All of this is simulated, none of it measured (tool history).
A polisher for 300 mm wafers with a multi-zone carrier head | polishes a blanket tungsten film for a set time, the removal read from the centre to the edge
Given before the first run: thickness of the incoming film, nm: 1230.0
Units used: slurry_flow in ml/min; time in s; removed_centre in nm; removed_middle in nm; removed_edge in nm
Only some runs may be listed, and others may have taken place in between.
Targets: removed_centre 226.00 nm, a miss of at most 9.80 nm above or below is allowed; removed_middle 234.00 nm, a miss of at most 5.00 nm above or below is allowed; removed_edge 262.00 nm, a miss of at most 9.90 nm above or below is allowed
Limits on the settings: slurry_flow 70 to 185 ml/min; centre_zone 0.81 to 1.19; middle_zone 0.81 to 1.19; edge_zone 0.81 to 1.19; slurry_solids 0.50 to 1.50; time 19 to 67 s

{"run": 1, "hour": 0.0, "slurry_flow": 120, "centre_zone": 1.0, "middle_zone": 1.0, "edge_zone": 1.0, "slurry_solids": 1.0, "time": 43, "removed_centre": 252.11, "removed_middle": 261.25, "removed_edge": 250.98}
{"run": 2, "hour": 2.8, "slurry_flow": 105, "centre_zone": 0.99, "middle_zone": 0.98, "edge_zone": 1.04, "slurry_solids": 1.05, "time": 43, "removed_centre": 240.36, "removed_middle": 252.68, "removed_edge": 253.28}
{"run": 3, "hour": 3.7, "slurry_flow": 95, "centre_zone": 0.99, "middle_zone": 0.96, "edge_zone": 1.07, "slurry_solids": 1.05, "time": 43, "removed_centre": 231.66, "removed_middle": 240.82, "removed_edge": 248.42}
{"run": 4, "hour": 7.9, "slurry_flow": 95, "centre_zone": 0.98, "middle_zone": 0.95, "edge_zone": 1.1, "slurry_solids": 1.1, "time": 43, "removed_centre": 227.41, "removed_middle": 237.17, "removed_edge": 258.31}
{"run": 5, "hour": 12.2, "slurry_flow": 95, "centre_zone": 0.98, "middle_zone": 0.95, "edge_zone": 1.1, "slurry_solids": 1.0, "time": 43, "removed_centre": 228.43, "removed_middle": 235.77, "removed_edge": 249.62}
{"run": 6, "hour": 15.9, "slurry_flow": 95, "centre_zone": 0.98, "middle_zone": 0.95, "edge_zone": 1.1, "slurry_solids": 1.0, "time": 37, "removed_centre": 194.47, "removed_middle": 203.94, "removed_edge": 211.6}
{"run": 7, "hour": 20.9, "slurry_flow": 115, "centre_zone": 0.98, "middle_zone": 0.95, "edge_zone": 1.13, "slurry_solids": 1.05, "time": 37, "removed_centre": 212.96, "removed_middle": 218.83, "removed_edge": 228.59}
{"run": 8, "hour": 23.0, "slurry_flow": 140, "centre_zone": 0.9, "middle_zone": 0.89, "edge_zone": 1.19, "slurry_solids": 1.25, "time": 37, "removed_centre": 205.58, "removed_middle": 223.0, "removed_edge": 250.82}
{"run": 9, "hour": 29.4, "slurry_flow": 165, "centre_zone": 0.94, "middle_zone": 0.88, "edge_zone": 1.19, "slurry_solids": 1.3, "time": 37, "removed_centre": 232.73, "removed_middle": 226.91, "removed_edge": 257.55}
{"run": 10, "hour": 31.2, "slurry_flow": 165, "centre_zone": 0.93, "middle_zone": 0.88, "edge_zone": 1.19, "slurry_solids": 1.3, "time": 37, "removed_centre": 220.27, "removed_middle": 227.59, "removed_edge": 259.72}

Consider the 5 candidate settings below. Which is the only one whose results all fall within their allowed miss of target?
{"run": "A", "hour": 33.0, "slurry_flow": 170, "centre_zone": 0.88, "middle_zone": 0.84, "edge_zone": 1.19, "slurry_solids": 1.4, "time": 36, "removed_centre": "?", "removed_middle": "?", "removed_edge": "?"}
{"run": "B", "hour": 33.0, "slurry_flow": 185, "centre_zone": 0.85, "middle_zone": 0.82, "edge_zone": 1.19, "slurry_solids": 1.35, "time": 36, "removed_centre": "?", "removed_middle": "?", "removed_edge": "?"}
{"run": "C", "hour": 33.0, "slurry_flow": 180, "centre_zone": 0.91, "middle_zone": 0.98, "edge_zone": 1.13, "slurry_solids": 1.35, "time": 35, "removed_centre": "?", "removed_middle": "?", "removed_edge": "?"}
{"run": "D", "hour": 33.0, "slurry_flow": 160, "centre_zone": 0.92, "middle_zone": 0.89, "edge_zone": 1.18, "slurry_solids": 1.5, "time": 37, "removed_centre": "?", "removed_middle": "?", "removed_edge": "?"}
{"run": "E", "hour": 33.0, "slurry_flow": 170, "centre_zone": 0.85, "middle_zone": 0.83, "edge_zone": 1.19, "slurry_solids": 1.1, "time": 38, "removed_centre": "?", "removed_middle": "?", "removed_edge": "?"}

move=A removed_centre=212.13 removed_middle=219.85 removed_edge=259.14
move=B removed_centre=206.64 removed_middle=217.15 removed_edge=260.11
move=C removed_centre=214.38 removed_middle=243.60 removed_edge=244.86
move=D removed_centre=228.33 removed_middle=237.50 removed_edge=266.42
move=E removed_centre=206.70 removed_middle=219.74 removed_edge=261.56
A: lands further from the targets than the last run did
B: lands further from the targets than the last run did
C: pushes the last run's worst result past its target
D: every result within its allowed miss
E: lands further from the targets than the last run did
D is the move that brings every result within its allowed miss.

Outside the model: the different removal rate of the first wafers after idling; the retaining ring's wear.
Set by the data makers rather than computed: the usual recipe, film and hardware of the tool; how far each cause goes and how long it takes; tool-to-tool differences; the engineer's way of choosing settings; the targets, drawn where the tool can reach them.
